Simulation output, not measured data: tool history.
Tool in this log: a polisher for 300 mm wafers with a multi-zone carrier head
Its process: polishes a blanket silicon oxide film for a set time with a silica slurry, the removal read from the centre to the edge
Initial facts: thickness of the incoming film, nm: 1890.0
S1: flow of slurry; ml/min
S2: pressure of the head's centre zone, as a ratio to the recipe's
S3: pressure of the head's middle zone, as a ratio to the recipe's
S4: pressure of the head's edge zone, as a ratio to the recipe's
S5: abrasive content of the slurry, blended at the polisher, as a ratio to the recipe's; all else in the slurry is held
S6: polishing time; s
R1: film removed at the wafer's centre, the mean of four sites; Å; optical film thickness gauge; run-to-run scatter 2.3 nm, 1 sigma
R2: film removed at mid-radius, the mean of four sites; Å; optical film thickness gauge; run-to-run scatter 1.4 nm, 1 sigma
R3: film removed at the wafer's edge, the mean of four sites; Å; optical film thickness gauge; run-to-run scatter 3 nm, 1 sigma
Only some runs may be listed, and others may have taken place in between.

Run 1, hour 0.0: S1 215 ml/min, S2 1.00, S3 1.00, S4 1.00, S5 1.00, S6 32 s. Result: R1 1563.3 Å, R2 1598.0 Å, R3 1681.7 Å.
Run 2, hour 5.8: S1 225 ml/min, S2 1.02, S3 1.02, S4 1.03, S5 1.05, S6 32 s. Result: R1 1610.6 Å, R2 1704.2 Å, R3 1745.2 Å.
Run 3, hour 12.3: S1 225 ml/min, S2 1.02, S3 1.02, S4 1.03, S5 1.20, S6 32 s. Result: R1 1796.9 Å, R2 1826.7 Å, R3 1857.3 Å.
Run 4, hour 20.4: S1 230 ml/min, S2 1.03, S3 1.03, S4 1.06, S5 1.25, S6 32 s. Result: R1 1779.5 Å, R2 1863.4 Å, R3 1936.4 Å.
Run 5, hour 21.3: S1 235 ml/min, S2 1.05, S3 1.04, S4 1.07, S5 1.30, S6 32 s. Result: R1 1868.2 Å, R2 1947.6 Å, R3 2007.8 Å.
Run 6, hour 29.2: S1 245 ml/min, S2 1.07, S3 1.05, S4 1.08, S5 1.30, S6 32 s. Result: R1 1924.7 Å, R2 1976.7 Å, R3 2031.4 Å.
Run 7, hour 35.8: S1 255 ml/min, S2 1.09, S3 1.06, S4 1.09, S5 1.30, S6 32 s. Result: R1 1957.3 Å, R2 1981.5 Å, R3 2020.9 Å.
At hour 44.8: edge zone pressure recalibrated.
Run 8, hour 44.8: S1 260 ml/min, S2 1.10, S3 1.07, S4 1.10, S5 1.35, S6 32 s. Result: R1 1977.8 Å, R2 2043.2 Å, R3 1953.8 Å.

Run 9 comes next. What will it give?
Run 9, hour 45.7: S1 255 ml/min, S2 1.10, S3 1.07, S4 1.11, S5 1.40, S6 32 s. Result: R1 ?, R2 ?, R3 ?.

{"run 9": {"R1": 2000.4, "R2": 2096.6, "R3": 1972.7}}
